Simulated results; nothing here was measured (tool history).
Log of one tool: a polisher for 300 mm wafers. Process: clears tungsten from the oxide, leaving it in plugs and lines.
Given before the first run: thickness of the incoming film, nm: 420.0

run,day,flow of slurry (ml/min),pressure of the wafer on the pad (kPa),speed of the pad under the wafer (m/s),abrasive content of the slurry,overpolish time after the end point (s),time until the end point was called (s)
1,0.000,305,22.8,1.38,1.0,13,71.051
2,0.088,305,22.8,1.38,1.1,13,69.015
3,0.179,305,19.3,1.32,1.1,13,84.159
4,0.212,305,19.3,1.08,1.1,13,94.647
5,0.300,305,19.3,1.08,0.9,13,99.814
6,0.633,305,19.3,1.08,0.8,13,101.800

What will run 7 give?
7,0.762,305,12.4,1.06,0.8,13,?

{"run 7": {"time until the end point was called (s)": 165.24}}
